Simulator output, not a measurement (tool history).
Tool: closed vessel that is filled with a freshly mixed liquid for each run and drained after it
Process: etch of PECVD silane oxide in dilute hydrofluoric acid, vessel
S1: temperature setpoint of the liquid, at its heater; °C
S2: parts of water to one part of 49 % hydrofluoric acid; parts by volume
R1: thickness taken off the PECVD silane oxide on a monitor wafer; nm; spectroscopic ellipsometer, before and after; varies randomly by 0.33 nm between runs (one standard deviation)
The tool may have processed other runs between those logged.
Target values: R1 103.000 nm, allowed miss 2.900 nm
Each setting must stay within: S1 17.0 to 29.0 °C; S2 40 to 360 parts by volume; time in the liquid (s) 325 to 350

run 1 hour=0.0 | S1=21.0 S2=200 time_in_the_liquid_(s)=325 | R1=56.266
run 2 hour=6.7 | S1=22.5 S2=185 time_in_the_liquid_(s)=325 | R1=65.495
run 3 hour=13.9 | S1=22.5 S2=185 time_in_the_liquid_(s)=325 | R1=65.873
run 4 hour=15.5 | S1=22.5 S2=215 time_in_the_liquid_(s)=325 | R1=54.761
run 5 hour=18.7 | S1=22.5 S2=245 time_in_the_liquid_(s)=325 | R1=46.819
run 6 hour=20.3 | S1=22.5 S2=245 time_in_the_liquid_(s)=325 | R1=46.932
run 7 hour=27.0 | S1=26.5 S2=165 time_in_the_liquid_(s)=325 | R1=87.658
run 8 hour=30.4 | S1=29.0 S2=150 time_in_the_liquid_(s)=325 | R1=107.810
run 9 hour=34.7 | S1=29.0 S2=150 time_in_the_liquid_(s)=325 | R1=107.440

Which single option among these 5 for the next run brings every result within its allowed miss of target? Just one does.
run A hour=39.0 | S1=29.0 S2=160 time_in_the_liquid_(s)=340 | R1=?
run B hour=39.0 | S1=24.5 S2=130 time_in_the_liquid_(s)=350 | R1=?
run C hour=39.0 | S1=29.0 S2=155 time_in_the_liquid_(s)=350 | R1=?
run D hour=39.0 | S1=29.0 S2=155 time_in_the_liquid_(s)=340 | R1=?
run E hour=39.0 | S1=28.5 S2=160 time_in_the_liquid_(s)=325 | R1=?

move=A R1=103.930
move=B R1=114.780
move=C R1=111.100
move=D R1=107.930
move=E R1=97.522
A: every result lands within tolerance
B: further off than the last run
C: further off than the last run
D: further off than the last run
E: takes the result that was furthest off past its target
So the answer is move A, the one that meets all the targets.

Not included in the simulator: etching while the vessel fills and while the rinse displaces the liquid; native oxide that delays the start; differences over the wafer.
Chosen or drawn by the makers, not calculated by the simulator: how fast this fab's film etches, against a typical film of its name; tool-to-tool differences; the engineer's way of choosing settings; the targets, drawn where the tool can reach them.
